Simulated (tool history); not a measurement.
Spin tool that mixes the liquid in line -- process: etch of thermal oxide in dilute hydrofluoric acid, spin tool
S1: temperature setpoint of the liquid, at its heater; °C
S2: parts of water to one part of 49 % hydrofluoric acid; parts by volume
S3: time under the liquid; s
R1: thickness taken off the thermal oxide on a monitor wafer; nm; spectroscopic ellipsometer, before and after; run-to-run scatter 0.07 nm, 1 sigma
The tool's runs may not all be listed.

run 1 hour=0.0 | S1=21.0 S2=145 S3=260 | R1=8.0788
run 2 hour=8.2 | S1=23.0 S2=145 S3=260 | R1=8.8300
run 3 hour=15.0 | S1=23.5 S2=145 S3=260 | R1=8.8467
run 4 hour=19.9 | S1=23.5 S2=145 S3=260 | R1=8.8969
run 5 hour=22.8 | S1=21.0 S2=145 S3=260 | R1=8.1105
run 6 hour=28.7 | S1=22.0 S2=145 S3=260 | R1=8.5420

Forecast run 7:
-- hour=30.0 thermometer replaced
run 7 hour=30.0 | S1=22.5 S2=145 S3=260 | R1=?

{"run 7": {"R1": 7.9793}}
